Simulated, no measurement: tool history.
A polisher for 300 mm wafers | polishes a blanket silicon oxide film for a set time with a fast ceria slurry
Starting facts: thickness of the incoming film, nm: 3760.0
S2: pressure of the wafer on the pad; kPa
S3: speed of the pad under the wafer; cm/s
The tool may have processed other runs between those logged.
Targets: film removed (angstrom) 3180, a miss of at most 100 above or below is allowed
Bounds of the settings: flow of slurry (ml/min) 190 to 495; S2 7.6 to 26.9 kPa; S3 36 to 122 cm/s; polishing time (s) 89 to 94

Run 1, hour 0: flow of slurry (ml/min) 320, S2 17.2 kPa, S3 78 cm/s, polishing time (s) 89. Result: film removed (angstrom) 8803.6.
Run 2, hour 8.2: flow of slurry (ml/min) 315, S2 13.8 kPa, S3 66 cm/s, polishing time (s) 89. Result: film removed (angstrom) 6156.2.
Run 3, hour 15.7: flow of slurry (ml/min) 315, S2 13.8 kPa, S3 66 cm/s, polishing time (s) 89. Result: film removed (angstrom) 6053.9.
Run 4, hour 18.2: flow of slurry (ml/min) 310, S2 11.7 kPa, S3 60 cm/s, polishing time (s) 89. Result: film removed (angstrom) 4685.
Run 5, hour 23.1: flow of slurry (ml/min) 305, S2 10.3 kPa, S3 58 cm/s, polishing time (s) 89. Result: film removed (angstrom) 4053.1.
Run 6, hour 26.5: flow of slurry (ml/min) 295, S2 9.7 kPa, S3 58 cm/s, polishing time (s) 89. Result: film removed (angstrom) 3790.5.
Run 7, hour 29.4: flow of slurry (ml/min) 275, S2 9 kPa, S3 58 cm/s, polishing time (s) 89. Result: film removed (angstrom) 3484.7.
At hour 32.5: worn pad replaced by a new one.
Run 8, hour 32.5: flow of slurry (ml/min) 275, S2 9 kPa, S3 58 cm/s, polishing time (s) 89. Result: film removed (angstrom) 3680.4.
Run 9, hour 38.2: flow of slurry (ml/min) 275, S2 8.3 kPa, S3 56 cm/s, polishing time (s) 89. Result: film removed (angstrom) 3395.3.
Run 10, hour 47: flow of slurry (ml/min) 270, S2 8.3 kPa, S3 56 cm/s, polishing time (s) 89. Result: film removed (angstrom) 3365.7.

Pick the move, out of 5, that brings all results within their allowed miss; only one does.
Run A, hour 55.8: flow of slurry (ml/min) 265, S2 9.7 kPa, S3 42 cm/s, polishing time (s) 89. Result: film removed (angstrom) ?.
Run B, hour 55.8: flow of slurry (ml/min) 290, S2 10.3 kPa, S3 40 cm/s, polishing time (s) 93. Result: film removed (angstrom) ?.
Run C, hour 55.8: flow of slurry (ml/min) 190, S2 9.7 kPa, S3 52 cm/s, polishing time (s) 94. Result: film removed (angstrom) ?.
Run D, hour 55.8: flow of slurry (ml/min) 295, S2 7.6 kPa, S3 52 cm/s, polishing time (s) 91. Result: film removed (angstrom) ?.
Run E, hour 55.8: flow of slurry (ml/min) 250, S2 7.6 kPa, S3 54 cm/s, polishing time (s) 90. Result: film removed (angstrom) ?.

move  film removed (angstrom)
   A                   2999.8
   B                   3229.1
   C                   3703.7
   D                   3016.7
   E                   3037.8
A: takes the result that was furthest off past its target
B: all results land within tolerance of their targets
C: moves away from the targets compared with the last run
D: takes the result that was furthest off past its target
E: takes the result that was furthest off past its target
B is the move that brings every result within its allowed miss.
